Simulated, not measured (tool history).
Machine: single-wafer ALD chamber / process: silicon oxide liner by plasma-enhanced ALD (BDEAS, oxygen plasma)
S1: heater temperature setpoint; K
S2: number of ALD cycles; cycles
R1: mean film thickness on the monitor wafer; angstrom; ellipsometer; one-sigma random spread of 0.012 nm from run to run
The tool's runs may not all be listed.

| run | hour | S1 | S2 | R1 |
|---|---|---|---|---|
| 1 | 0 | 598.15 | 41 | 38.632 |
| 2 | 6.9 | 599.15 | 40 | 37.761 |
| 3 | 12.7 | 600.15 | 39 | 36.651 |
| 4 | 13.6 | 604.15 | 39 | 36.54 |
| 5 | 21.8 | 594.15 | 39 | 36.991 |
| 6 | 23.2 | 594.15 | 38 | 35.904 |

Forecast run 7:
| 7 | 30.8 | 594.15 | 37 | ? |

R1: 34.847 angstrom
